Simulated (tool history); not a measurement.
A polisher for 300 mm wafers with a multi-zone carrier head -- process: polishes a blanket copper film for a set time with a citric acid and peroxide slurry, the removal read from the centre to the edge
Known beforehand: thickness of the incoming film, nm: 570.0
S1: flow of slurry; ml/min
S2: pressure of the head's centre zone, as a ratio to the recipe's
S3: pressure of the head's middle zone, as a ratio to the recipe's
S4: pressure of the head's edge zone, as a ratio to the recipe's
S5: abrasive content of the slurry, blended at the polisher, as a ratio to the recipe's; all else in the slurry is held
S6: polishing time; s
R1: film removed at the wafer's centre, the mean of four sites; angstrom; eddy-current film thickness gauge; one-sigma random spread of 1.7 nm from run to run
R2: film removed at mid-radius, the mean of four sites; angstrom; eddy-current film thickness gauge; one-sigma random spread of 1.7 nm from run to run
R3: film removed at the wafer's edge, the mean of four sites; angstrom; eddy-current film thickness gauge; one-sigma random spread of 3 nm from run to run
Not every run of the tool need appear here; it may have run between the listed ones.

Run 1, hour 0.0: S1 170 ml/min, S2 1.00, S3 1.00, S4 1.00, S5 1.00, S6 59 s. Result: R1 2118.8 angstrom, R2 2085.7 angstrom, R3 2080.9 angstrom.
Run 2, hour 6.9: S1 170 ml/min, S2 1.00, S3 1.00, S4 0.92, S5 1.00, S6 59 s. Result: R1 2119.6 angstrom, R2 2093.8 angstrom, R3 2013.6 angstrom.
Run 3, hour 8.3: S1 170 ml/min, S2 1.00, S3 1.00, S4 0.92, S5 1.00, S6 67 s. Result: R1 2408.2 angstrom, R2 2391.3 angstrom, R3 2306.3 angstrom.
Run 4, hour 15.2: S1 140 ml/min, S2 1.00, S3 1.00, S4 0.92, S5 1.00, S6 67 s. Result: R1 2322.3 angstrom, R2 2281.1 angstrom, R3 2195.8 angstrom.
Run 5, hour 17.1: S1 140 ml/min, S2 1.00, S3 1.00, S4 0.92, S5 1.00, S6 62 s. Result: R1 2132.5 angstrom, R2 2091.1 angstrom, R3 2081.0 angstrom.
Run 6, hour 25.1: S1 140 ml/min, S2 1.00, S3 1.08, S4 0.92, S5 1.00, S6 62 s. Result: R1 2114.9 angstrom, R2 2212.7 angstrom, R3 2092.7 angstrom.
Run 7, hour 31.6: S1 150 ml/min, S2 0.99, S3 1.08, S4 0.97, S5 1.05, S6 62 s. Result: R1 2181.3 angstrom, R2 2310.0 angstrom, R3 2153.8 angstrom.
Run 8, hour 35.6: S1 150 ml/min, S2 0.99, S3 1.08, S4 0.97, S5 1.05, S6 62 s. Result: R1 2149.9 angstrom, R2 2292.0 angstrom, R3 2191.3 angstrom.
Run 9, hour 41.7: S1 155 ml/min, S2 0.99, S3 1.07, S4 1.01, S5 1.10, S6 62 s. Result: R1 2223.1 angstrom, R2 2340.1 angstrom, R3 2286.9 angstrom.

Expected results for the next run?
Run 10, hour 50.4: S1 160 ml/min, S2 0.99, S3 1.07, S4 1.04, S5 1.10, S6 62 s. Result: R1 ?, R2 ?, R3 ?.

Run 10 gave R1 2226.6 angstrom, R2 2348.0 angstrom, R3 2359.6 angstrom.

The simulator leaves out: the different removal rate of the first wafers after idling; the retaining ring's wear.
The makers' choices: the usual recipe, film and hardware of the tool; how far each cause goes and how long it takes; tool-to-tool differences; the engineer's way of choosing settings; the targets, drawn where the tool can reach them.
